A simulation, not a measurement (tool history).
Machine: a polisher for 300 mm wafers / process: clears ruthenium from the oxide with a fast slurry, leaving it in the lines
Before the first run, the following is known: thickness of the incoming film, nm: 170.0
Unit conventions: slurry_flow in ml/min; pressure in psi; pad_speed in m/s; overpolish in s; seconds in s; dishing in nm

{"run": 1, "hour": 0.0, "slurry_flow": 205, "pressure": 2.3, "pad_speed": 0.8, "slurry_solids": 1, "overpolish": 17, "seconds": 52.594, "dishing": 37.161}
{"run": 2, "hour": 4.9, "slurry_flow": 250, "pressure": 2.3, "pad_speed": 0.8, "slurry_solids": 1, "overpolish": 17, "seconds": 50.57, "dishing": 39.679}
{"run": 3, "hour": 6.7, "slurry_flow": 240, "pressure": 2.1, "pad_speed": 0.8, "slurry_solids": 1, "overpolish": 16, "seconds": 55.507, "dishing": 33.372}
{"run": 4, "hour": 15.2, "slurry_flow": 220, "pressure": 2.1, "pad_speed": 0.8, "slurry_solids": 1, "overpolish": 16, "seconds": 55.716, "dishing": 32.963}
{"run": 5, "hour": 16.0, "slurry_flow": 215, "pressure": 1.9, "pad_speed": 0.8, "slurry_solids": 1, "overpolish": 16, "seconds": 62.428, "dishing": 31.361}
{"hour": 22.2, "done": "head pressure recalibrated"}
{"run": 6, "hour": 22.2, "slurry_flow": 215, "pressure": 1.9, "pad_speed": 0.72, "slurry_solids": 1, "overpolish": 16, "seconds": 74.387, "dishing": 27.251}
{"run": 7, "hour": 27.7, "slurry_flow": 215, "pressure": 1.9, "pad_speed": 0.72, "slurry_solids": 1, "overpolish": 15, "seconds": 74.024, "dishing": 26.235}

Forecast run 8:
{"run": 8, "hour": 29.5, "slurry_flow": 215, "pressure": 1.9, "pad_speed": 0.72, "slurry_solids": 1, "overpolish": 15, "seconds": "?", "dishing": "?"}

seconds: 74.227 s
dishing: 26.095 nm
